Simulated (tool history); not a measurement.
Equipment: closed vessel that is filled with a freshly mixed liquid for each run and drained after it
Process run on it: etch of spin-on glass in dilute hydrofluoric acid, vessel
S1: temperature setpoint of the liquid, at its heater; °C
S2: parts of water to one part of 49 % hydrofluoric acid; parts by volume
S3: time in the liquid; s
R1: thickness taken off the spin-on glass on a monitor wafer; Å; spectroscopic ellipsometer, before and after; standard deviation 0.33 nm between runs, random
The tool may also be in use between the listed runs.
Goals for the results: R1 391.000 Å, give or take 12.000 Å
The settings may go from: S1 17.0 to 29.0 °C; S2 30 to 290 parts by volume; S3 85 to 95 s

{"run": 1, "hour": 0.0, "S1": 21.0, "S2": 160, "S3": 85, "R1": 131.29}
{"run": 2, "hour": 0.9, "S1": 21.0, "S2": 205, "S3": 85, "R1": 99.223}
{"run": 3, "hour": 4.4, "S1": 22.5, "S2": 170, "S3": 85, "R1": 132.36}
{"run": 4, "hour": 8.7, "S1": 22.5, "S2": 135, "S3": 85, "R1": 170.83}
{"run": 5, "hour": 15.3, "S1": 23.5, "S2": 120, "S3": 85, "R1": 204.65}
{"run": 6, "hour": 16.1, "S1": 23.5, "S2": 175, "S3": 85, "R1": 131.64}
{"run": 7, "hour": 20.1, "S1": 24.5, "S2": 150, "S3": 85, "R1": 168.13}
{"run": 8, "hour": 29.3, "S1": 25.5, "S2": 130, "S3": 85, "R1": 202.8}
{"run": 9, "hour": 30.3, "S1": 29.0, "S2": 65, "S3": 85, "R1": 505.55}
{"run": 10, "hour": 33.8, "S1": 28.0, "S2": 65, "S3": 85, "R1": 485.88}
{"run": 11, "hour": 42.5, "S1": 27.5, "S2": 65, "S3": 85, "R1": 470.3}
{"run": 12, "hour": 49.4, "S1": 27.0, "S2": 65, "S3": 85, "R1": 464.89}
{"run": 13, "hour": 58.3, "S1": 26.5, "S2": 65, "S3": 85, "R1": 455.41}
{"run": 14, "hour": 63.7, "S1": 26.0, "S2": 65, "S3": 85, "R1": 443.77}
{"run": 15, "hour": 68.9, "S1": 25.5, "S2": 65, "S3": 85, "R1": 439.3}

4 candidate next runs follow, results not yet known. Just one meets every target within its allowed miss. Identify it.
{"run": "A", "hour": 74.1, "S1": 27.5, "S2": 85, "S3": 90, "R1": "?"}
{"run": "B", "hour": 74.1, "S1": 28.5, "S2": 70, "S3": 90, "R1": "?"}
{"run": "C", "hour": 74.1, "S1": 23.5, "S2": 70, "S3": 90, "R1": "?"}
{"run": "D", "hour": 74.1, "S1": 23.0, "S2": 70, "S3": 85, "R1": "?"}

move=A R1=374.970
move=B R1=483.440
move=C R1=396.120
move=D R1=366.560
A: takes the result that was furthest off past its target
B: moves away from the targets compared with the last run
C: hits every target within its allowed miss
D: takes the result that was furthest off past its target
The move that meets every target is C.
